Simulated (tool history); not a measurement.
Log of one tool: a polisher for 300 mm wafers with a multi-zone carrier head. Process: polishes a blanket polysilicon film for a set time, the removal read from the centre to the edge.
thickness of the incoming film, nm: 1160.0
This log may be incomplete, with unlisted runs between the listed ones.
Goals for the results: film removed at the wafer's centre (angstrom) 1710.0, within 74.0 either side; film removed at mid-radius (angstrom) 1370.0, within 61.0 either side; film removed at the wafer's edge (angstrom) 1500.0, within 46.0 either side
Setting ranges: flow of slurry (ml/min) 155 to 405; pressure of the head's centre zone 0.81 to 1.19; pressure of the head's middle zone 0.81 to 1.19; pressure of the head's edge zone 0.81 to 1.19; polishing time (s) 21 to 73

| run | hour | flow of slurry (ml/min) | pressure of the head's centre zone | pressure of the head's middle zone | pressure of the head's edge zone | polishing time (s) | film removed at the wafer's centre (angstrom) | film removed at mid-radius (angstrom) | film removed at the wafer's edge (angstrom) |
|---|---|---|---|---|---|---|---|---|---|
| 1 | 0.0 | 260 | 1.00 | 1.00 | 1.00 | 47 | 2626.9 | 2606.2 | 2631.7 |
| 2 | 7.6 | 260 | 1.00 | 1.00 | 1.00 | 40 | 2260.9 | 2173.8 | 2284.1 |
| 3 | 15.5 | 260 | 1.03 | 0.98 | 0.95 | 34 | 1952.0 | 1837.8 | 1910.5 |
| 4 | 16.6 | 260 | 1.03 | 0.98 | 0.90 | 34 | 1969.7 | 1806.6 | 1837.0 |
| 5 | 22.0 | 260 | 1.03 | 1.05 | 0.90 | 34 | 2005.3 | 1974.6 | 1854.8 |
| 6 | 25.8 | 260 | 1.03 | 1.13 | 0.90 | 34 | 1965.3 | 2154.5 | 1846.2 |
| 7 | 29.1 | 260 | 1.03 | 1.13 | 0.90 | 34 | 1979.6 | 2072.8 | 1852.9 |
|  | 29.6 | slurry nozzle cleaned |
| 8 | 29.6 | 250 | 1.04 | 1.04 | 0.89 | 31 | 1916.3 | 1914.2 | 1761.4 |
| 9 | 35.4 | 290 | 1.04 | 1.00 | 0.87 | 30 | 1904.6 | 1829.7 | 1712.1 |
| 10 | 36.1 | 260 | 1.05 | 0.95 | 0.85 | 29 | 1848.3 | 1693.7 | 1625.9 |

Which single option among these 5 for the next run brings every result within its allowed miss of target? Just one does.
| A | 36.8 | 300 | 1.10 | 0.82 | 0.94 | 29 | ? | ? | ? |
| B | 36.8 | 220 | 0.84 | 1.06 | 1.09 | 30 | ? | ? | ? |
| C | 36.8 | 180 | 1.08 | 0.81 | 1.08 | 28 | ? | ? | ? |
| D | 36.8 | 275 | 0.93 | 1.08 | 0.85 | 33 | ? | ? | ? |
| E | 36.8 | 295 | 1.08 | 0.85 | 0.90 | 26 | ? | ? | ? |

| move | film removed at the wafer's centre (angstrom) | film removed at mid-radius (angstrom) | film removed at the wafer's edge (angstrom) |
|---|---|---|---|
| A | 1946.2 | 1500.4 | 1730.8 |
| B | 1588.8 | 1840.9 | 1862.2 |
| C | 1707.9 | 1333.2 | 1692.2 |
| D | 1940.9 | 2118.2 | 1860.9 |
| E | 1718.1 | 1381.9 | 1518.2 |
A: closer than the last run, but not yet in spec
B: lands further from the targets than the last run did
C: puts the biggest miss on target and leaves a different result outside tolerance
D: lands further from the targets than the last run did
E: every result within its allowed miss
Correct choice: E, which meets every target

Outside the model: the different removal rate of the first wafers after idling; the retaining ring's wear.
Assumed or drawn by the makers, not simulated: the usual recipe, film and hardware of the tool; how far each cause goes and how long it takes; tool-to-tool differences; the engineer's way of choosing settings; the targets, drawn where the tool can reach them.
